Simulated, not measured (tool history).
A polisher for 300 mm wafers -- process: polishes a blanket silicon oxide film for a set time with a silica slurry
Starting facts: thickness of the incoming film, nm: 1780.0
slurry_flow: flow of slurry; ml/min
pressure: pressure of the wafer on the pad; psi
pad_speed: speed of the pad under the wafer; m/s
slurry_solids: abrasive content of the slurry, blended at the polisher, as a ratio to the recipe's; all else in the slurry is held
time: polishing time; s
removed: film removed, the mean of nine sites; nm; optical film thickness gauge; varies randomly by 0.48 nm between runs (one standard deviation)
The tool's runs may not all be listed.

run  hour  slurry_flow  pressure  pad_speed  slurry_solids  time  removed
  1     0          190       4.8       0.92              1    45   120.16
  2   8.5          190       4.8       0.92            0.8    45   105.83
  3  11.6          190       4.8       0.76            0.8    45   96.521
  4  14.9          190       4.8       0.76            0.8    45   94.329
  5  15.4          190       4.1       0.76            0.8    45   84.206
  6  17.7          185       3.6       0.72            0.8    45   71.115
  7  18.6          160       2.2       0.72            0.8    45    47.03

Estimate the outcome of run 8 from the log above:
  8  22.2          170       2.2       0.72            0.8    45        ?

{"run 8": {"removed": 47.186}}
